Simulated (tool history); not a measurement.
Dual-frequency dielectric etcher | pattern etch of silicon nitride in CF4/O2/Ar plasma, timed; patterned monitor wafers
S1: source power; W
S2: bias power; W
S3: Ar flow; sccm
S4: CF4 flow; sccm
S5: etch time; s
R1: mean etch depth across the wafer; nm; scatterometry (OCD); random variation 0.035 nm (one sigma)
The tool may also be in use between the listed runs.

run,hour,S1,S2,S3,S4,S5,R1
1,0.0,440,50,103,123,11,17.335
2,5.3,440,46,103,123,11,16.594
3,9.4,370,46,103,123,11,14.363
4,13.4,370,46,103,108,11,14.145
5,19.1,370,46,120,108,11,13.739
6,21.1,390,46,120,108,11,14.381
7,28.8,400,46,120,108,11,14.594

Run 8 comes next. What will it give?
8,35.9,410,46,120,108,11,?

{"run 8": {"R1": 14.959}}
